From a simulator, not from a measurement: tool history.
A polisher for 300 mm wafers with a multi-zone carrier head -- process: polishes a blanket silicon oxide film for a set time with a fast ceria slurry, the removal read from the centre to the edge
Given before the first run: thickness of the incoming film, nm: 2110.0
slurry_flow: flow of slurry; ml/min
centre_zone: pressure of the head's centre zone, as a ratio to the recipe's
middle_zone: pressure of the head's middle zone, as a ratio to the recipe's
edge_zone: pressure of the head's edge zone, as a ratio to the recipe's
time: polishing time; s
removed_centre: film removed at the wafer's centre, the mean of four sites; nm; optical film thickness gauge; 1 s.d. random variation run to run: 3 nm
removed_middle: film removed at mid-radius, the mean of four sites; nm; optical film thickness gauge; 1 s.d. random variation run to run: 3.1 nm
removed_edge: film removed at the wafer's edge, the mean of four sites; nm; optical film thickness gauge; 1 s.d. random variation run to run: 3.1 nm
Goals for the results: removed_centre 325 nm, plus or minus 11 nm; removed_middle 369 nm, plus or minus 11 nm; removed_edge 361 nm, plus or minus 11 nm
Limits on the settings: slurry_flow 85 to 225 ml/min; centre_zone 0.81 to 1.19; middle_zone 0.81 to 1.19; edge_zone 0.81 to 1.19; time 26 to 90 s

run  hour  slurry_flow  centre_zone  middle_zone  edge_zone  time  removed_centre  removed_middle  removed_edge
  1     0          145            1            1          1    58          635.92             628        657.74
  2   8.4          140         0.98            1       0.97    52          559.14          563.41        575.69
  3  13.5          135         0.95         0.99       0.95    48          492.88          507.11         524.3
  4  17.3          130         0.93         0.99       0.93    45          461.54          474.92        480.55
  5  23.4          130         0.93         0.95       0.93    45          446.83           456.8        478.49
  6  28.3          130         0.93         0.95       0.93    38          384.98          388.74        406.38
  7    32          125         0.91         0.95       0.91    37          360.64          370.77        393.93
  8  40.6          120          0.9         0.96       0.89    37          352.87          373.32        388.94
  9  48.9           95         0.87            1       0.81    36          316.56          353.41        342.79
 10  50.6          100         0.87            1       0.82    36          325.12          362.79        347.19

Exactly one of the 4 candidate moves below puts every result within its allowed miss. Which one?
  A  52.3          100         0.93         1.14       0.81    34               ?               ?             ?
  B  52.3          100         0.85            1       0.83    37               ?               ?             ?
  C  52.3           90         0.91         1.08       0.81    36               ?               ?             ?
  D  52.3           90         0.95         1.02       0.98    38               ?               ?             ?

move  removed_centre  removed_middle  removed_edge
   A          315.85           364.1        327.57
   B           319.2          365.54        360.78
   C          317.84          362.25        340.45
   D          347.47          369.04        392.26
A: further off than the last run
B: each result inside its tolerance
C: further off than the last run
D: moves the result that the last run missed by most past its target, out the other side
Go with B: it meets all targets.
